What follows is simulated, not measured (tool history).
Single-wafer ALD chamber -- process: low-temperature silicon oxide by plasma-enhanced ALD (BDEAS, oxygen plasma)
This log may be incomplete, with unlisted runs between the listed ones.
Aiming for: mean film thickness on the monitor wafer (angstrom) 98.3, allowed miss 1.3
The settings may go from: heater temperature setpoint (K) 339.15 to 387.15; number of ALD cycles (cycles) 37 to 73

run	hour	heater temperature setpoint (K)	number of ALD cycles (cycles)	mean film thickness on the monitor wafer (angstrom)
1	0	363.15	55	87.645
2	3.8	353.15	55	90.247
3	11.7	352.15	55	90.423
4	19.6	351.15	55	91.372
5	22.1	350.15	55	91.628
6	30.6	349.15	55	92.106
7	33.4	348.15	55	92.649
8	35.8	347.15	55	93.086
9	42.7	346.15	55	93.76
10	47.6	345.15	55	92.772

Which single option among these 5 for the next run brings every result within its allowed miss of target? Just one does.
A	52.5	346.15	60	?
B	52.5	346.15	52	?
C	52.5	342.15	59	?
D	52.5	355.15	60	?
E	52.5	347.15	60	?

move	mean film thickness on the monitor wafer (angstrom)
A	102.03
B	88.426
C	101.82
D	98.613
E	101.65
A: takes the result that was furthest off past its target
B: lands further from the targets than the last run did
C: takes the result that was furthest off past its target
D: every result within its allowed miss
E: takes the result that was furthest off past its target
The right move is D.
